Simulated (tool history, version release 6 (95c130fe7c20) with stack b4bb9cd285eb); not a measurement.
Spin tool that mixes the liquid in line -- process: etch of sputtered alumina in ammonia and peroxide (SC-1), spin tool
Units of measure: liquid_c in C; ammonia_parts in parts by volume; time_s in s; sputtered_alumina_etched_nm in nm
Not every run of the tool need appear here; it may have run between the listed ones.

run	hour	liquid_c	ammonia_parts	time_s	sputtered_alumina_etched_nm
1	0	54	0.45	325	30.669
2	2	51.5	0.45	325	26.538
3	7.7	51.5	0.45	325	26.654
4	14.9	51.5	0.45	345	28.865
5	15.7	58.5	0.45	345	41.3
6	20.6	58.5	0.35	345	40.333
7	28.2	58.5	0.35	345	40.228
8	36.3	54.5	0.35	345	32.675
9	43.9	51.5	0.35	345	27.808
10	44.9	49	0.35	345	24.193
11	49.2	47.5	0.35	345	22.095
12	51	46	0.35	345	20.523
13	51.8	45	0.35	345	19.489
14	57.6	44	0.35	345	18.367
15	58.7	43.5	0.35	345	17.826
16	65.4	43	0.35	345	17.195

The next listed run, before its measurement:
17	72.8	42.5	0.35	345	?

sputtered_alumina_etched_nm: 16.675 nm

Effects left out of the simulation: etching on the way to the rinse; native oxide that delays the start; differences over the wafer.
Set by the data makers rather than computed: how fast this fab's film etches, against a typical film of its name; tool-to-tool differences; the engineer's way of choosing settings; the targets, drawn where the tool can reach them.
